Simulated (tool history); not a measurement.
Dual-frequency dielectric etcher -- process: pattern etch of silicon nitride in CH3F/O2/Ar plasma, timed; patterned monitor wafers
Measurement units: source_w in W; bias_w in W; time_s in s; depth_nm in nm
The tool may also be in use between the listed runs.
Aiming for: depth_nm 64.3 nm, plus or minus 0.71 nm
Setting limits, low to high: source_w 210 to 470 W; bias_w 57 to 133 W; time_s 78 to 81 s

{"run": 1, "hour": 0.0, "source_w": 340, "bias_w": 95, "time_s": 78, "depth_nm": 57.811}
{"run": 2, "hour": 7.0, "source_w": 300, "bias_w": 95, "time_s": 78, "depth_nm": 55.262}
{"run": 3, "hour": 11.0, "source_w": 340, "bias_w": 95, "time_s": 78, "depth_nm": 57.744}
{"run": 4, "hour": 13.9, "source_w": 340, "bias_w": 95, "time_s": 81, "depth_nm": 60.571}
{"run": 5, "hour": 15.8, "source_w": 340, "bias_w": 95, "time_s": 78, "depth_nm": 57.906}
{"run": 6, "hour": 17.5, "source_w": 360, "bias_w": 95, "time_s": 78, "depth_nm": 59.47}
{"run": 7, "hour": 25.6, "source_w": 370, "bias_w": 95, "time_s": 78, "depth_nm": 59.908}
{"run": 8, "hour": 34.2, "source_w": 380, "bias_w": 95, "time_s": 78, "depth_nm": 60.169}
{"run": 9, "hour": 42.4, "source_w": 390, "bias_w": 95, "time_s": 78, "depth_nm": 61.038}

4 candidate next runs follow, results not yet known. Just one meets every target within its allowed miss. Identify it.
{"run": "A", "hour": 50.6, "source_w": 370, "bias_w": 86, "time_s": 79, "depth_nm": "?"}
{"run": "B", "hour": 50.6, "source_w": 410, "bias_w": 79, "time_s": 79.5, "depth_nm": "?"}
{"run": "C", "hour": 50.6, "source_w": 420, "bias_w": 97, "time_s": 79.5, "depth_nm": "?"}
{"run": "D", "hour": 50.6, "source_w": 370, "bias_w": 96, "time_s": 80.5, "depth_nm": "?"}

move=A depth_nm=58.647
move=B depth_nm=59.677
move=C depth_nm=64.505
move=D depth_nm=62.038
A: further off than the last run
B: further off than the last run
C: each result inside its tolerance
D: an improvement on the last run, though not all results are within tolerance
C meets every target.
